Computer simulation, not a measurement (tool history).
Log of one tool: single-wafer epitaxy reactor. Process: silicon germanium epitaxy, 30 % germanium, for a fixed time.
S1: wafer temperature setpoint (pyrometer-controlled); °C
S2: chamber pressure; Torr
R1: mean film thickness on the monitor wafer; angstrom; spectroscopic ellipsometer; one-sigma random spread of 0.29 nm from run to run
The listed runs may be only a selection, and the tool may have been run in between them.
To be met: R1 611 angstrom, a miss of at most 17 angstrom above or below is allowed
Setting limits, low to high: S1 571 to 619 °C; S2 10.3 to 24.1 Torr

Run 1, hour 0: S1 595 °C, S2 17.2 Torr. Result: R1 487.87 angstrom.
Run 2, hour 8.5: S1 597 °C, S2 17.3 Torr. Result: R1 505.42 angstrom.
Run 3, hour 14.5: S1 588 °C, S2 17.3 Torr. Result: R1 436.8 angstrom.
Run 4, hour 21.6: S1 592 °C, S2 17.4 Torr. Result: R1 467.6 angstrom.
Run 5, hour 27.6: S1 592 °C, S2 18.7 Torr. Result: R1 479.41 angstrom.
Run 6, hour 32.5: S1 585 °C, S2 18.7 Torr. Result: R1 428.46 angstrom.
Run 7, hour 39.9: S1 589 °C, S2 18.8 Torr. Result: R1 459.97 angstrom.
Run 8, hour 42.1: S1 592 °C, S2 18.9 Torr. Result: R1 482.63 angstrom.
Run 9, hour 49.3: S1 595 °C, S2 19 Torr. Result: R1 504.69 angstrom.

Of the 4 settings listed for the next run, only one would bring every result within its allowed miss of target. Which one?
Run A, hour 56.5: S1 600 °C, S2 22 Torr. Result: R1 ?.
Run B, hour 56.5: S1 604 °C, S2 19.3 Torr. Result: R1 ?.
Run C, hour 56.5: S1 588 °C, S2 18.7 Torr. Result: R1 ?.
Run D, hour 56.5: S1 607 °C, S2 19.2 Torr. Result: R1 ?.

move      R1
   A  576.55
   B  587.92
   C  448.68
   D   615.6
A: nearer the targets than the last run, but a result is still out of spec
B: nearer the targets than the last run, but a result is still out of spec
C: misses by more than the last run did
D: meets every target
The right move is D.

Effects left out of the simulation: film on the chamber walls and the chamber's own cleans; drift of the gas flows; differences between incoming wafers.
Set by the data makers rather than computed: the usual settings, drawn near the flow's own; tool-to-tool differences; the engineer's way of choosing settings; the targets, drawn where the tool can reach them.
